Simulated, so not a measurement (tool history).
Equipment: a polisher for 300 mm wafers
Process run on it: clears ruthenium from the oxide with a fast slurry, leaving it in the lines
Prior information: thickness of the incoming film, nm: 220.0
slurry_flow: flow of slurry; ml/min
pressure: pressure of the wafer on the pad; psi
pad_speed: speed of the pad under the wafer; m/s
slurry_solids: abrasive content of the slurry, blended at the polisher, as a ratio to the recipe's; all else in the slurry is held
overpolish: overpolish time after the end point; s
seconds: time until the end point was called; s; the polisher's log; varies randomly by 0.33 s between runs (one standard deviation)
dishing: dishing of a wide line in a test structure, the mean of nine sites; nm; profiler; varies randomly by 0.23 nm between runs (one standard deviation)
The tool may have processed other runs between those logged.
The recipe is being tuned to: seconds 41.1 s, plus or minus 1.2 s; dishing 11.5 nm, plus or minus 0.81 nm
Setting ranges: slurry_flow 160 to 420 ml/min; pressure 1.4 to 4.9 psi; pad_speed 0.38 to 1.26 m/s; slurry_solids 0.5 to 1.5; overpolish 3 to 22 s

run	day	slurry_flow	pressure	pad_speed	slurry_solids	overpolish	seconds	dishing
1	0	270	3.1	0.82	1	11	52.636	23.679
2	0.138	270	3.1	0.82	1	8	52.697	19.723
3	0.479	270	3.1	0.82	0.9	8	55.845	18.935
4	0.692	280	3.6	0.82	0.8	6	51.216	16.668
5	0.812	280	3.6	0.82	0.8	3	50.462	9.751
6	1.167	280	3.8	0.82	0.8	3	48.093	9.9835
7	1.346	290	4.4	0.82	0.8	5	40.894	16.841
8	1.692	250	4.3	0.84	0.8	4	42.542	14.708
9	1.925	275	4.2	0.84	0.8	4	42.265	14.345
10	1.983	300	4.1	0.84	0.8	4	43.063	13.163
11	2.112	315	4.1	0.84	0.8	4	43.428	13.945
12	2.458	240	4.3	0.84	0.8	3	42.388	11.217

Exactly one of the 4 candidate moves below puts every result within its allowed miss. Which one?
A	2.804	255	4.4	0.8	0.75	3	?	?
B	2.804	210	4.1	0.86	0.85	3	?	?
C	2.804	200	4.8	0.78	0.7	3	?	?
D	2.804	205	3.7	1.06	0.85	3	?	?

move	seconds	dishing
A	44.696	10.716
B	43.807	10.892
C	44.747	10.705
D	41.368	11.409
A: the biggest miss grows against the last run
B: the biggest miss grows against the last run
C: the biggest miss grows against the last run
D: every result within its allowed miss
Go with D: it meets all targets.

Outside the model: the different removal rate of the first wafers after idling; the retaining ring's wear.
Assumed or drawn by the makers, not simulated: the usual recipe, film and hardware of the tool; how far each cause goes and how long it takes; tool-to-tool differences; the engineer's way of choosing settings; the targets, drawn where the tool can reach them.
